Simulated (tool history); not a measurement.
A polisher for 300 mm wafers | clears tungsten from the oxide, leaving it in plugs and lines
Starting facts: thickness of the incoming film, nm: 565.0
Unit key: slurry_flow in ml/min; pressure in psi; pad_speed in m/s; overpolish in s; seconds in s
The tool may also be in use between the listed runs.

run 1 hour=0 | slurry_flow=200 pressure=3.2 pad_speed=0.98 slurry_solids=1 overpolish=3 | seconds=131.41
run 2 hour=6 | slurry_flow=200 pressure=3.1 pad_speed=0.98 slurry_solids=1 overpolish=3 | seconds=135.02
run 3 hour=8.1 | slurry_flow=155 pressure=3.1 pad_speed=0.98 slurry_solids=1 overpolish=3 | seconds=144.78
run 4 hour=10.1 | slurry_flow=155 pressure=3 pad_speed=0.98 slurry_solids=1 overpolish=3 | seconds=148.45
run 5 hour=14 | slurry_flow=195 pressure=3 pad_speed=0.98 slurry_solids=1 overpolish=3 | seconds=140.25
run 6 hour=18 | slurry_flow=215 pressure=3 pad_speed=0.98 slurry_solids=1 overpolish=3 | seconds=142.7
run 7 hour=24.4 | slurry_flow=215 pressure=2.9 pad_speed=0.98 slurry_solids=1 overpolish=3 | seconds=144.7
run 8 hour=27.4 | slurry_flow=215 pressure=2.8 pad_speed=0.98 slurry_solids=1 overpolish=3 | seconds=152.31
run 9 hour=32 | slurry_flow=215 pressure=2.7 pad_speed=0.98 slurry_solids=1 overpolish=3 | seconds=158.15

What does the tool deliver on the next run?
run 10 hour=39.3 | slurry_flow=215 pressure=2.5 pad_speed=0.98 slurry_solids=1 overpolish=3 | seconds=?

Logged for run 10: seconds 167.73 s.
